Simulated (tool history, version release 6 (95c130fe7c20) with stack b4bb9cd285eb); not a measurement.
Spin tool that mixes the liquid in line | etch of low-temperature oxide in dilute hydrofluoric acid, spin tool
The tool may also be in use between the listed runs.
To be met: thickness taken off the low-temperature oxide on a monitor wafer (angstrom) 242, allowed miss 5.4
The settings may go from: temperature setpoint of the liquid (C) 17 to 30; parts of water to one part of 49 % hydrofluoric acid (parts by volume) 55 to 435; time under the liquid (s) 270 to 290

run	hour	temperature setpoint of the liquid (C)	parts of water to one part of 49 % hydrofluoric acid (parts by volume)	time under the liquid (s)	thickness taken off the low-temperature oxide on a monitor wafer (angstrom)
1	0	22	245	270	100.55
2	5.1	22	245	270	101.43
3	7.9	22	245	290	108.79
4	13.4	24	220	290	132.09
5	16.7	25.5	195	290	163.37
6	22.9	26.5	185	290	178.71
7	29.6	27.5	175	290	201.28
# hour 31.2: hydrofluoric acid flow meter replaced
8	31.2	27.5	175	290	183.66
9	36.4	28	165	290	201.15
10	40.5	28.5	160	290	214.11
11	45	29	155	290	224.42
12	48.5	29.5	155	290	226.09

5 next moves are on the table. One of them brings every result within its allowed miss. Which?
A	52	29	140	280	?
B	52	30	145	290	?
C	52	29	140	290	?
D	52	27	130	290	?
E	52	30	170	290	?

move	thickness taken off the low-temperature oxide on a monitor wafer (angstrom)
A	246.78
B	254.24
C	255.59
D	258.84
E	209.94
A: meets every target
B: takes the result that was furthest off past its target
C: takes the result that was furthest off past its target
D: takes the result that was furthest off past its target
E: further off than the last run
The right move is A.

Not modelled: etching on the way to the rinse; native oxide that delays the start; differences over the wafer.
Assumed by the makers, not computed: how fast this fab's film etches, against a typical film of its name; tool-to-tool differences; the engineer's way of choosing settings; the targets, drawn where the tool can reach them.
